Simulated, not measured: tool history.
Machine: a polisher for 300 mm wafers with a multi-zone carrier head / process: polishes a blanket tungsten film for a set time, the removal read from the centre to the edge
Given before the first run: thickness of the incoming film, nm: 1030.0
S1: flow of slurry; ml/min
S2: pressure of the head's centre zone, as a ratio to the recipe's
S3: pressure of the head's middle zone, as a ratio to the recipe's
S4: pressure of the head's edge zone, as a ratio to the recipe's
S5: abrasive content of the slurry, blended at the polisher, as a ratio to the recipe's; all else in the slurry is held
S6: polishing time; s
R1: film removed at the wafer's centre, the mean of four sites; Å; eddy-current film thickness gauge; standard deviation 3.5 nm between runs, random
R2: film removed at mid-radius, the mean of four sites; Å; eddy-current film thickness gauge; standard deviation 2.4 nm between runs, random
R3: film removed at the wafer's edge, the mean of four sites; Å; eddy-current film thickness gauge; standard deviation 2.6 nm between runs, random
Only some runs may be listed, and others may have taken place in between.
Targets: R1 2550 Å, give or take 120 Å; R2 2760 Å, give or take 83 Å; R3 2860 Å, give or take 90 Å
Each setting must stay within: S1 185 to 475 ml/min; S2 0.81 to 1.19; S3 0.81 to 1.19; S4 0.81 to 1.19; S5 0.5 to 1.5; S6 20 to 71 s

run 1 hour=0 | S1=305 S2=1 S3=1 S4=1 S5=1 S6=45 | R1=2984.1 R2=3127.6 R3=3079.8
run 2 hour=6.1 | S1=300 S2=0.97 S3=0.98 S4=0.98 S5=0.95 S6=45 | R1=2843.2 R2=3075.8 R3=2994
run 3 hour=8.8 | S1=300 S2=0.97 S3=0.98 S4=0.98 S5=0.85 S6=45 | R1=2753.1 R2=2899.4 R3=2891.3
run 4 hour=11.4 | S1=340 S2=0.97 S3=0.98 S4=0.98 S5=0.85 S6=45 | R1=2722.4 R2=2884.6 R3=2944.8
run 5 hour=16.1 | S1=340 S2=0.97 S3=0.98 S4=0.98 S5=0.85 S6=34 | R1=2131.6 R2=2204.8 R3=2215.1
run 6 hour=18.7 | S1=265 S2=0.97 S3=0.98 S4=0.98 S5=0.85 S6=34 | R1=2031.4 R2=2173 R3=2205.6
run 7 hour=23.2 | S1=260 S2=0.98 S3=0.99 S4=1.03 S5=0.95 S6=35 | R1=2241.7 R2=2348.2 R3=2387.2
run 8 hour=26.3 | S1=260 S2=0.97 S3=1 S4=1.07 S5=1 S6=35 | R1=2217 R2=2385.8 R3=2493.2
run 9 hour=32 | S1=260 S2=0.98 S3=1.02 S4=1.1 S5=1.05 S6=35 | R1=2304.3 R2=2457.2 R3=2541.6
run 10 hour=33 | S1=260 S2=0.98 S3=1.03 S4=1.12 S5=1.1 S6=35 | R1=2300.5 R2=2524 R3=2618
run 11 hour=37.3 | S1=265 S2=0.99 S3=1.04 S4=1.14 S5=1.15 S6=35 | R1=2369.3 R2=2583.4 R3=2596.4
run 12 hour=39.9 | S1=260 S2=0.99 S3=1.03 S4=1.15 S5=1.2 S6=35 | R1=2404.9 R2=2571.6 R3=2708.3

Of the 4 settings listed for the next run, only one would bring every result within its allowed miss of target. Which one?
run A hour=42.5 | S1=215 S2=0.83 S3=1 S4=1.19 S5=1.25 S6=38 | R1=? R2=? R3=?
run B hour=42.5 | S1=280 S2=0.98 S3=1.03 S4=1.12 S5=1.1 S6=38 | R1=? R2=? R3=?
run C hour=42.5 | S1=275 S2=0.94 S3=1.16 S4=1.09 S5=1.1 S6=36 | R1=? R2=? R3=?
run D hour=42.5 | S1=225 S2=1 S3=0.94 S4=1.11 S5=1.25 S6=40 | R1=? R2=? R3=?

move=A R1=2197.8 R2=2714.3 R3=3004.3
move=B R1=2560.7 R2=2737.4 R3=2859.6
move=C R1=2325.6 R2=2858.7 R3=2668.8
move=D R1=2796.8 R2=2727.7 R3=3077.4
A: the worst result of the last run now meets its target, but another is out of spec
B: in spec on every target
C: takes the biggest miss from the last run beyond its target
D: the worst result of the last run now meets its target, but another is out of spec
The move that meets every target is B.

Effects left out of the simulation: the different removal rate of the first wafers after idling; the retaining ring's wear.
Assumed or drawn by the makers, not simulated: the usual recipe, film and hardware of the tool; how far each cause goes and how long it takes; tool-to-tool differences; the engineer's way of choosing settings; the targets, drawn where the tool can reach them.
